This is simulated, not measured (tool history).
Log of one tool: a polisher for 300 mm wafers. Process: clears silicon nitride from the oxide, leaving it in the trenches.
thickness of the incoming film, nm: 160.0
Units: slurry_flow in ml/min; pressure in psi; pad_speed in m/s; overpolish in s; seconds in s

run,hour,slurry_flow,pressure,pad_speed,overpolish,seconds
1,0.0,125,3.4,1.12,8,131.840
2,3.2,145,3.4,1.12,8,127.080
3,11.2,145,4.1,1.12,8,108.610
4,12.4,145,4.1,1.32,8,93.643
5,14.5,145,3.6,1.32,8,104.190
6,20.3,175,3.6,1.32,8,100.030
7,24.2,180,4.6,1.34,8,77.254

Run 8 comes next. What will it give?
8,32.2,180,4.7,1.34,8,?

Run 8 gave seconds 76.385 s.
